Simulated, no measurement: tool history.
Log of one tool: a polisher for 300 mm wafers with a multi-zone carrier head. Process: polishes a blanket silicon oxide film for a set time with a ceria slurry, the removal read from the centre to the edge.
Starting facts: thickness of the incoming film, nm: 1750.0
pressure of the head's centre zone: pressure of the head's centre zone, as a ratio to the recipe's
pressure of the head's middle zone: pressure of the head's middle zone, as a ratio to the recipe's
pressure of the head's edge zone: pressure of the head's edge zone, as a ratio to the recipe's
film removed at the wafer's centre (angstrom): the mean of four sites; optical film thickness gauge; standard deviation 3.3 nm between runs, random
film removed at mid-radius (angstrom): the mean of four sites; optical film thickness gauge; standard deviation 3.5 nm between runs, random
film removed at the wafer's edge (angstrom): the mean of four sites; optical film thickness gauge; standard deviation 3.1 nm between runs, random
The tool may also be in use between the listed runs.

| run | day | flow of slurry (ml/min) | pressure of the head's centre zone | pressure of the head's middle zone | pressure of the head's edge zone | polishing time (s) | film removed at the wafer's centre (angstrom) | film removed at mid-radius (angstrom) | film removed at the wafer's edge (angstrom) |
|---|---|---|---|---|---|---|---|---|---|
| 1 | 0.000 | 165 | 1.00 | 1.00 | 1.00 | 60 | 3391.3 | 3448.7 | 3467.6 |
| 2 | 0.058 | 180 | 1.04 | 0.99 | 1.05 | 65 | 3887.8 | 3715.4 | 3825.3 |
| 3 | 0.146 | 185 | 1.06 | 0.98 | 1.08 | 70 | 4270.3 | 3944.7 | 4217.0 |
| 4 | 0.229 | 195 | 1.08 | 0.98 | 1.11 | 73 | 4581.2 | 4182.4 | 4479.7 |
| 5 | 0.542 | 195 | 1.08 | 0.98 | 1.03 | 73 | 4566.1 | 4237.7 | 4358.8 |
| 6 | 0.833 | 195 | 1.08 | 0.98 | 1.03 | 64 | 4033.4 | 3669.9 | 3768.2 |

Predict the results of run 7:
| 7 | 1.088 | 195 | 1.09 | 0.98 | 1.07 | 69 | ? | ? | ? |

{"run 7": {"film removed at the wafer's centre (angstrom)": 4400.7, "film removed at mid-radius (angstrom)": 3962.6, "film removed at the wafer's edge (angstrom)": 4189.1}}
